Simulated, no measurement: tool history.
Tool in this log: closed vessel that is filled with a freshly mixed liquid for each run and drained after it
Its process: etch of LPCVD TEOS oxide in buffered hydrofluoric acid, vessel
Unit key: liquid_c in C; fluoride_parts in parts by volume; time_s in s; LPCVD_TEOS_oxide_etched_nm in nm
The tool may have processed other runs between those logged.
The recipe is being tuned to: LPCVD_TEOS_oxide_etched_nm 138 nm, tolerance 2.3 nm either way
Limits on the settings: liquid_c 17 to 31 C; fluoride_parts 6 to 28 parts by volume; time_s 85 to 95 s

run,hour,liquid_c,fluoride_parts,time_s,LPCVD_TEOS_oxide_etched_nm
1,0,23,17,85,180.76
2,0.6,22.5,17,85,177.75
3,4.9,22,17,85,171.94
4,11.5,22,17,95,193.17
5,13.5,21.5,17,95,187.87
6,19.4,23,17,95,206.41
7,28,22.5,17,95,199.11
8,33.7,22,17,95,193.24
9,41.1,21.5,17,95,186.76
10,45.4,21,17,95,181.6
11,50.7,20.5,17,95,177.93
12,53.8,20,17,95,172.36

Exercise: of the 4 proposed moves below, exactly one satisfies all targets within the stated allowed misses. Which move is it?
A,56.9,17,17,95,?
B,56.9,18.5,11.5,85,?
C,56.9,18,18,90,?
D,56.9,19,16,85,?

move,LPCVD_TEOS_oxide_etched_nm
A,144.97
B,207.41
C,137.43
D,154.28
A: gains on the last run, yet a result remains outside its allowed miss
B: the biggest miss grows against the last run
C: meets every target
D: gains on the last run, yet a result remains outside its allowed miss
C meets every target.

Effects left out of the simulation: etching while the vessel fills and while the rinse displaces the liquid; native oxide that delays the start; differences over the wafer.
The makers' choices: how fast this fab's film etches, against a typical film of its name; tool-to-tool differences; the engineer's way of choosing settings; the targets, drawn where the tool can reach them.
